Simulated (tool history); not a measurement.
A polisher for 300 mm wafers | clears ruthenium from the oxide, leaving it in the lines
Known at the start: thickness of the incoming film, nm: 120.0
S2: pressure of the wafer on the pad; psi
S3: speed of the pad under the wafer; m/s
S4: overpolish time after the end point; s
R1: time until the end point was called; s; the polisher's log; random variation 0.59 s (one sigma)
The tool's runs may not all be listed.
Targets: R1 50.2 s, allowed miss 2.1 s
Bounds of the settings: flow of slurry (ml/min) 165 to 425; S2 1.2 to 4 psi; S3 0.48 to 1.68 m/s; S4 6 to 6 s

{"run": 1, "hour": 0.0, "flow of slurry (ml/min)": 275, "S2": 2.6, "S3": 1.08, "S4": 6, "R1": 80.901}
{"run": 2, "hour": 6.8, "flow of slurry (ml/min)": 275, "S2": 2.6, "S3": 1.08, "S4": 6, "R1": 83.425}
{"run": 3, "hour": 13.8, "flow of slurry (ml/min)": 275, "S2": 2.6, "S3": 0.82, "S4": 6, "R1": 107.44}
{"run": 4, "hour": 21.6, "flow of slurry (ml/min)": 230, "S2": 2.6, "S3": 0.82, "S4": 6, "R1": 107.35}
{"run": 5, "hour": 24.9, "flow of slurry (ml/min)": 170, "S2": 2.6, "S3": 0.82, "S4": 6, "R1": 114.51}
{"run": 6, "hour": 28.4, "flow of slurry (ml/min)": 170, "S2": 2.6, "S3": 0.82, "S4": 6, "R1": 114.58}
{"run": 7, "hour": 36.8, "flow of slurry (ml/min)": 180, "S2": 2.8, "S3": 0.86, "S4": 6, "R1": 103.56}
{"run": 8, "hour": 42.7, "flow of slurry (ml/min)": 180, "S2": 2.8, "S3": 0.86, "S4": 6, "R1": 103.69}
{"run": 9, "hour": 46.2, "flow of slurry (ml/min)": 190, "S2": 3, "S3": 0.9, "S4": 6, "R1": 93.429}
{"run": 10, "hour": 48.4, "flow of slurry (ml/min)": 200, "S2": 3.1, "S3": 0.94, "S4": 6, "R1": 87.438}
{"run": 11, "hour": 57.3, "flow of slurry (ml/min)": 210, "S2": 3.2, "S3": 0.98, "S4": 6, "R1": 80.892}
{"run": 12, "hour": 61.5, "flow of slurry (ml/min)": 220, "S2": 3.3, "S3": 1.02, "S4": 6, "R1": 76.07}
{"run": 13, "hour": 64.4, "flow of slurry (ml/min)": 225, "S2": 3.4, "S3": 1.06, "S4": 6, "R1": 71.726}
{"run": 14, "hour": 71.2, "flow of slurry (ml/min)": 230, "S2": 3.5, "S3": 1.08, "S4": 6, "R1": 68.249}
{"run": 15, "hour": 79.4, "flow of slurry (ml/min)": 235, "S2": 3.6, "S3": 1.1, "S4": 6, "R1": 66.632}
{"run": 16, "hour": 86.7, "flow of slurry (ml/min)": 235, "S2": 3.7, "S3": 1.14, "S4": 6, "R1": 61.186}
{"run": 17, "hour": 92.3, "flow of slurry (ml/min)": 240, "S2": 3.7, "S3": 1.16, "S4": 6, "R1": 62.037}
{"run": 18, "hour": 93.0, "flow of slurry (ml/min)": 245, "S2": 3.7, "S3": 1.18, "S4": 6, "R1": 60.076}
{"run": 19, "hour": 94.5, "flow of slurry (ml/min)": 250, "S2": 3.7, "S3": 1.2, "S4": 6, "R1": 58.407}
{"run": 20, "hour": 101.2, "flow of slurry (ml/min)": 255, "S2": 4, "S3": 1.24, "S4": 6, "R1": 54.934}
{"run": 21, "hour": 109.4, "flow of slurry (ml/min)": 255, "S2": 4, "S3": 1.26, "S4": 6, "R1": 52.847}

4 next moves are on the table. One of them brings every result within its allowed miss. Which?
{"run": "A", "hour": 117.6, "flow of slurry (ml/min)": 255, "S2": 3.9, "S3": 1.24, "S4": 6, "R1": "?"}
{"run": "B", "hour": 117.6, "flow of slurry (ml/min)": 410, "S2": 3.7, "S3": 1.2, "S4": 6, "R1": "?"}
{"run": "C", "hour": 117.6, "flow of slurry (ml/min)": 305, "S2": 3.8, "S3": 1.2, "S4": 6, "R1": "?"}
{"run": "D", "hour": 117.6, "flow of slurry (ml/min)": 255, "S2": 4, "S3": 1.36, "S4": 6, "R1": "?"}

move=A R1=55.444
move=B R1=56.938
move=C R1=57.202
move=D R1=49.834
A: further off than the last run
B: further off than the last run
C: further off than the last run
D: meets every target
Answer: D
